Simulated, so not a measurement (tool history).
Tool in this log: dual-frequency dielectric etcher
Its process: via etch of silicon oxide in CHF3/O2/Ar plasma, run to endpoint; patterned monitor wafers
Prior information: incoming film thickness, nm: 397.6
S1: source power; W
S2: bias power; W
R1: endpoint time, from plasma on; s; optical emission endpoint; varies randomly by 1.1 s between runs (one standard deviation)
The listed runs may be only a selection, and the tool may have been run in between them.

run	hour	S1	S2	R1
1	0	890	156	185.71
2	3.7	890	177	177.97
3	5.1	890	188	176.26
4	7.3	820	188	178.49
5	15.6	820	198	177.22
6	16.3	720	198	182.36
7	23.1	770	204	177.51

Run 8 has not been measured yet. What should we expect?
8	31.2	810	208	?

R1: 174.87 s
